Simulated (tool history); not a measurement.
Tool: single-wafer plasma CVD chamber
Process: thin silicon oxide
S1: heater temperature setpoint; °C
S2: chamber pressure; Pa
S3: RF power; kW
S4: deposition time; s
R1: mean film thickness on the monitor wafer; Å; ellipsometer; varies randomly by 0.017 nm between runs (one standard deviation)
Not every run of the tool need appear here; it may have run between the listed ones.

run 1 hour=0.0 | S1=385 S2=116.4 S3=0.285 S4=4.24 | R1=72.203
run 2 hour=4.8 | S1=385 S2=109.7 S3=0.285 S4=4.24 | R1=68.124
run 3 hour=6.5 | S1=385 S2=109.7 S3=0.285 S4=4.04 | R1=64.791
run 4 hour=15.3 | S1=385 S2=106.0 S3=0.285 S4=4.04 | R1=62.425
run 5 hour=21.7 | S1=391 S2=106.0 S3=0.285 S4=4.04 | R1=62.178
run 6 hour=22.2 | S1=391 S2=103.2 S3=0.285 S4=4.04 | R1=60.092
run 7 hour=26.6 | S1=392 S2=101.3 S3=0.285 S4=4.04 | R1=59.303

What does the tool deliver on the next run?
run 8 hour=32.3 | S1=392 S2=99.6 S3=0.285 S4=4.04 | R1=?

{"run 8": {"R1": 57.725}}
